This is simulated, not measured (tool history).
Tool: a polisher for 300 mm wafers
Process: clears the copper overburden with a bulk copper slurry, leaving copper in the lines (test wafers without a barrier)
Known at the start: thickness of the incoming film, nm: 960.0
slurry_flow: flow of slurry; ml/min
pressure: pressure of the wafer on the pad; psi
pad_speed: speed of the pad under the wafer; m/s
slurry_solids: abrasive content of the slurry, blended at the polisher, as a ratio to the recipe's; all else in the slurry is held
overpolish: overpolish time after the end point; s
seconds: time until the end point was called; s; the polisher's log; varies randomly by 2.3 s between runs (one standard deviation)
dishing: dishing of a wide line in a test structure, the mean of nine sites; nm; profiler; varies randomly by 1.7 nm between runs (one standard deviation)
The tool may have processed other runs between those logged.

run  hour  slurry_flow  pressure  pad_speed  slurry_solids  overpolish  seconds  dishing
  1   0.0          305       2.0       1.20            1.0          26   122.47   92.865
  2   5.7          305       1.7       1.18            1.0          31   143.34   91.603
  3  11.1          305       1.5       1.16            1.0          35   158.06   92.337
  4  19.8          260       1.5       1.16            1.0          35   159.99   87.136
  5  24.2          190       1.5       1.16            1.0          35   166.48   88.074
  6  29.9          190       1.2       1.16            1.0          35   196.26   78.382

Predict the results of run 7:
  7  35.1          190       1.2       1.16            1.0          38        ?        ?

Run 7 produced seconds 197.17 s, dishing 79.518 nm.

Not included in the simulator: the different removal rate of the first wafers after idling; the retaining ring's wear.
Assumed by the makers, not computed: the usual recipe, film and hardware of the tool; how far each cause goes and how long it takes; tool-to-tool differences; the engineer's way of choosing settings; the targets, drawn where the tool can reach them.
